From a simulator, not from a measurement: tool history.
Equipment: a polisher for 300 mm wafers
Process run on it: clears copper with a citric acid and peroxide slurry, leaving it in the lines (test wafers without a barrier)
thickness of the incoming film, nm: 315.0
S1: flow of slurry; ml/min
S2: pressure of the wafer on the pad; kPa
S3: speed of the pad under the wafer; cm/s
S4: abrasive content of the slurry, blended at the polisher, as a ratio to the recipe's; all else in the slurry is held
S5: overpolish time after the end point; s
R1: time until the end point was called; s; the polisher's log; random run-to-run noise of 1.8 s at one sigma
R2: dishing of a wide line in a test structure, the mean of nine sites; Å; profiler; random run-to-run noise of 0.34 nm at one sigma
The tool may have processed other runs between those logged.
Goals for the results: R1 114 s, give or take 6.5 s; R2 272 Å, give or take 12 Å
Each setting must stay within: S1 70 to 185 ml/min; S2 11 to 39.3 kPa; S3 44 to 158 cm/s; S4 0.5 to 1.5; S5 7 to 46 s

run  hour   S1    S2   S3    S4  S5      R1      R2
  1     0  120  24.8  100     1  24  102.68  392.73
  2   2.7  120  22.1  100     1  24  111.12  360.51
  3   8.4  120  21.4  100     1  23  112.24     344
  4    17  120  21.4  100  0.85  23  118.95  333.66
  5  20.3  120  21.4  100  0.85  22  117.48  324.54
  6  27.7  120  21.4  100  0.85  21  119.45  321.24
  7  34.8  120  21.4  100  0.85  20  119.36  302.17
  8  40.6  125  22.1  102  0.85  15  113.57  257.32

Of the 4 settings listed for the next run, only one would bring every result within its allowed miss of target. Which one?
  A  46.4  100  19.3  120  0.85  14   ?   ?
  B  46.4  125  26.2   90  0.75  14   ?   ?
  C  46.4  130  27.6   86  0.85  13   ?   ?
  D  46.4  130  26.9   88  0.85  16   ?   ?

move      R1      R2
   A  110.65  244.99
   B  116.23  238.15
   C  111.89   231.8
   D  111.57  272.58
A: moves away from the targets compared with the last run
B: moves away from the targets compared with the last run
C: moves away from the targets compared with the last run
D: all results in spec
Correct choice: D, which meets every target
